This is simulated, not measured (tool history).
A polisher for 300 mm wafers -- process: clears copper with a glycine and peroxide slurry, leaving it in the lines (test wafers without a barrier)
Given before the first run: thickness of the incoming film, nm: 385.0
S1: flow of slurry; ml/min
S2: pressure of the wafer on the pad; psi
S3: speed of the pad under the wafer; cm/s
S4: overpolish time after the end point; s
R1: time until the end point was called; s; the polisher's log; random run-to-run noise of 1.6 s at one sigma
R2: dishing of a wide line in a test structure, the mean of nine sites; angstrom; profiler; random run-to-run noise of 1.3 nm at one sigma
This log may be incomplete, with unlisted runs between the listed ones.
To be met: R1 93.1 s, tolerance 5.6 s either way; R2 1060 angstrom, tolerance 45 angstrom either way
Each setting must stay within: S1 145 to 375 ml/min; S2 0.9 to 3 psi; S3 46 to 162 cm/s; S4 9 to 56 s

| run | day | S1 | S2 | S3 | S4 | R1 | R2 |
|---|---|---|---|---|---|---|---|
| 1 | 0 | 240 | 1.9 | 104 | 29 | 82.132 | 801.35 |
| 2 | 0.371 | 240 | 1.9 | 102 | 33 | 84.923 | 858.69 |
| 3 | 0.662 | 240 | 1.9 | 112 | 33 | 81.625 | 890.92 |
| 4 | 0.971 | 240 | 2.1 | 112 | 33 | 71.166 | 915.83 |
|  | 1.117 | slurry nozzle cleaned |
| 5 | 1.117 | 240 | 2.1 | 122 | 33 | 66.543 | 999.52 |
| 6 | 1.471 | 240 | 1.9 | 124 | 36 | 72.242 | 969.95 |
| 7 | 1.846 | 240 | 1.8 | 120 | 40 | 75.438 | 1005.6 |
| 8 | 2.208 | 240 | 1.7 | 116 | 43 | 79.25 | 1002.6 |
| 9 | 2.279 | 240 | 1.6 | 114 | 46 | 86.886 | 985.08 |

Next run, 4 choices. One meets every target within its allowed miss, the rest don't. Which?
| A | 2.35 | 250 | 1.5 | 108 | 45 | ? | ? |
| B | 2.35 | 230 | 1.2 | 144 | 49 | ? | ? |
| C | 2.35 | 230 | 2.1 | 76 | 50 | ? | ? |
| D | 2.35 | 145 | 1.9 | 118 | 48 | ? | ? |

| move | R1 | R2 |
|---|---|---|
| A | 94.083 | 938.42 |
| B | 91.765 | 943.56 |
| C | 93.252 | 1066.7 |
| D | 77.264 | 1102.6 |
A: lands further from the targets than the last run did
B: lands further from the targets than the last run did
C: every result within its allowed miss
D: puts the biggest miss on target and leaves a different result outside tolerance
So the answer is move C, the one that meets all the targets.
